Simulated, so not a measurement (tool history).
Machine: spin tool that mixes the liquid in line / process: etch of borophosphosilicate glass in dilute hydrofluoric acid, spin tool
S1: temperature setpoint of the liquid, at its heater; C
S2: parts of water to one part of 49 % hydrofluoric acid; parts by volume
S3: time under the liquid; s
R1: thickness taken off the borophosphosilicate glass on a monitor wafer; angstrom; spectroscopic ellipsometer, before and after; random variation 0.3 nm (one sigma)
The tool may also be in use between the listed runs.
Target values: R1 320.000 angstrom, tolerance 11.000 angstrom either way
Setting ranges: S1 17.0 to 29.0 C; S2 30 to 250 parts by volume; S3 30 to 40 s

run,hour,S1,S2,S3,R1
1,0.0,21.0,140,40,136.190
2,6.6,21.0,140,30,102.670
3,12.7,18.5,140,30,91.732
4,14.1,18.5,190,30,65.135
5,16.9,18.5,225,30,52.488
6,18.8,20.0,200,30,63.549
7,19.3,21.0,175,30,79.195
8,20.3,25.0,120,35,167.810
9,21.2,25.5,110,35,185.790
10,26.5,26.0,105,35,199.740
11,31.0,26.5,100,35,216.800
12,38.5,27.0,95,35,229.120
13,39.6,27.5,90,35,251.270
14,42.1,27.5,90,35,253.810
15,48.3,28.5,80,35,301.420
16,56.4,29.0,80,35,305.070

Which of these 5 next moves meets every target?
A,64.5,28.5,80,35,?
B,64.5,28.5,85,40,?
C,64.5,22.5,75,40,?
D,64.5,28.0,90,40,?
E,64.5,29.0,95,40,?

move,R1
A,298.030
B,318.320
C,288.080
D,292.870
E,286.290
A: further off than the last run
B: hits every target within its allowed miss
C: further off than the last run
D: further off than the last run
E: further off than the last run
The move that meets every target is B.
